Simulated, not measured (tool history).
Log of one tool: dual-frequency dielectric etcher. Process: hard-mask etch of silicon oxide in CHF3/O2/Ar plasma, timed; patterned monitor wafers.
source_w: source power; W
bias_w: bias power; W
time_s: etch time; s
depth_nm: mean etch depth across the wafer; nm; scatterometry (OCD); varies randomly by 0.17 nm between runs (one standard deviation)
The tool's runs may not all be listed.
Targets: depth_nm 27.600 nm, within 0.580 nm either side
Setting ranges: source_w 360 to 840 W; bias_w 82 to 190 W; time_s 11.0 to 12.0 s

run 1 hour=0.0 | source_w=600 bias_w=136 time_s=12.0 | depth_nm=24.425
run 2 hour=5.7 | source_w=620 bias_w=137 time_s=12.0 | depth_nm=24.920
run 3 hour=10.3 | source_w=550 bias_w=137 time_s=12.0 | depth_nm=23.211
run 4 hour=12.2 | source_w=570 bias_w=138 time_s=12.0 | depth_nm=23.850
run 5 hour=19.5 | source_w=660 bias_w=138 time_s=12.0 | depth_nm=26.121
run 6 hour=27.3 | source_w=670 bias_w=138 time_s=12.0 | depth_nm=25.986
run 7 hour=36.0 | source_w=670 bias_w=138 time_s=12.0 | depth_nm=25.971
run 8 hour=40.1 | source_w=680 bias_w=138 time_s=12.0 | depth_nm=25.944
run 9 hour=45.8 | source_w=780 bias_w=144 time_s=12.0 | depth_nm=28.607
run 10 hour=49.5 | source_w=760 bias_w=143 time_s=12.0 | depth_nm=28.359

5 candidate next runs follow, results not yet known. Just one meets every target within its allowed miss. Identify it.
run A hour=53.2 | source_w=740 bias_w=158 time_s=11.5 | depth_nm=?
run B hour=53.2 | source_w=780 bias_w=152 time_s=12.0 | depth_nm=?
run C hour=53.2 | source_w=780 bias_w=144 time_s=12.0 | depth_nm=?
run D hour=53.2 | source_w=840 bias_w=149 time_s=11.5 | depth_nm=?
run E hour=53.2 | source_w=810 bias_w=146 time_s=12.0 | depth_nm=?

move=A depth_nm=27.645
move=B depth_nm=29.257
move=C depth_nm=28.735
move=D depth_nm=28.920
move=E depth_nm=29.429
A: meets every target
B: its largest miss is bigger than the last run's
C: its largest miss is bigger than the last run's
D: its largest miss is bigger than the last run's
E: its largest miss is bigger than the last run's
Go with A: it meets all targets.
